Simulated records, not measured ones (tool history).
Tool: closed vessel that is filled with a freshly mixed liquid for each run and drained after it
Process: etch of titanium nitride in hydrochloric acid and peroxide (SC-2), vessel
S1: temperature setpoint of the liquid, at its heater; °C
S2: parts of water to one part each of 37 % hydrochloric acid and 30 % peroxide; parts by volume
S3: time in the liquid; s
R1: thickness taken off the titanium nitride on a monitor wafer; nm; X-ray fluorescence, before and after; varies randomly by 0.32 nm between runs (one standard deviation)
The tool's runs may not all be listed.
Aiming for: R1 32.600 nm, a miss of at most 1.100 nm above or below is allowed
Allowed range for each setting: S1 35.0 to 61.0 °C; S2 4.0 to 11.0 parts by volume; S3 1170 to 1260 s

run 1 hour=0.0 | S1=45.0 S2=6.0 S3=1170 | R1=20.119
run 2 hour=7.0 | S1=45.0 S2=7.0 S3=1170 | R1=17.924
run 3 hour=10.5 | S1=47.5 S2=7.0 S3=1170 | R1=21.206
run 4 hour=16.4 | S1=49.5 S2=7.0 S3=1170 | R1=23.786
run 5 hour=21.4 | S1=49.5 S2=7.0 S3=1260 | R1=26.207
run 6 hour=25.1 | S1=46.0 S2=7.0 S3=1260 | R1=20.565
run 7 hour=28.5 | S1=48.0 S2=7.0 S3=1260 | R1=23.360
run 8 hour=29.8 | S1=49.5 S2=7.0 S3=1260 | R1=25.538
run 9 hour=30.5 | S1=50.5 S2=7.0 S3=1260 | R1=27.711
run 10 hour=38.8 | S1=51.5 S2=7.0 S3=1260 | R1=29.708
run 11 hour=47.1 | S1=52.0 S2=7.0 S3=1260 | R1=30.656

Of the 5 settings listed for the next run, only one would bring every result within its allowed miss of target. Which one?
run A hour=55.4 | S1=52.0 S2=7.5 S3=1260 | R1=?
run B hour=55.4 | S1=51.5 S2=7.0 S3=1200 | R1=?
run C hour=55.4 | S1=52.0 S2=6.5 S3=1260 | R1=?
run D hour=55.4 | S1=53.0 S2=7.5 S3=1215 | R1=?
run E hour=55.4 | S1=50.5 S2=5.5 S3=1170 | R1=?

move=A R1=29.052
move=B R1=28.258
move=C R1=32.470
move=D R1=29.915
move=E R1=30.942
A: the biggest miss grows against the last run
B: the biggest miss grows against the last run
C: every result lands within tolerance
D: the biggest miss grows against the last run
E: better than the last run, though not everything is in spec
C meets every target.
